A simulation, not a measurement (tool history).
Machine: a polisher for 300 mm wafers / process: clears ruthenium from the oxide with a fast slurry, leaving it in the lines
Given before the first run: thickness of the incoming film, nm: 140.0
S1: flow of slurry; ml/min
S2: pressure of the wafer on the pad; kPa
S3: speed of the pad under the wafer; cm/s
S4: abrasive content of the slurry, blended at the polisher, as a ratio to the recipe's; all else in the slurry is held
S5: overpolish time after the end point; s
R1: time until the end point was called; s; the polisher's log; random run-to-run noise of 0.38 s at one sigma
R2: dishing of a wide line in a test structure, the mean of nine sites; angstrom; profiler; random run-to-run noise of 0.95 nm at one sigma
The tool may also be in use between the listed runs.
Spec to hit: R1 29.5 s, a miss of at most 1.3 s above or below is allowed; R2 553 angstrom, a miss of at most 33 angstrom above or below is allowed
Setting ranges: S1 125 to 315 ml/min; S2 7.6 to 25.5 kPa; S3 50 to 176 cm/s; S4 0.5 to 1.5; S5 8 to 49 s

run    day   S1    S2   S3  S4  S5      R1      R2
  1      0  205  16.5  112   1  25  40.602     430
  2  0.354  205  17.9  112   1  26  37.492   448.2
  3  0.621  205  20.7  112   1  26   32.86  481.12
  4  0.671  165  20.7  112   1  26  33.995  481.06
  5  0.954  165  20.7  112   1  19  34.475  410.24
  6  1.196  170  21.4  112   1  22  32.028  442.06
  7   1.45  170  21.4  112   1  24   33.09  465.05
  8  1.804  175  22.1  112   1  26   31.82  479.99

Consider the 5 candidate settings below. Which is the only one whose results all fall within their allowed miss of target?
  A  2.158  170  22.1  118  1.05  20   ?   ?
  B  2.158  150  22.1  116   1.1  16   ?   ?
  C  2.158  125  18.6  146  1.15  35   ?   ?
  D  2.158  205  24.1   98     1  17   ?   ?
  E  2.158  185  22.8  106  0.95  25   ?   ?

move      R1      R2
   A  29.708  450.27
   B  30.385  399.17
   C  29.351  542.67
   D  32.228  399.54
   E  32.745  474.56
A: misses by more than the last run did
B: misses by more than the last run did
C: every result within its allowed miss
D: misses by more than the last run did
E: misses by more than the last run did
So the answer is move C, the one that meets all the targets.
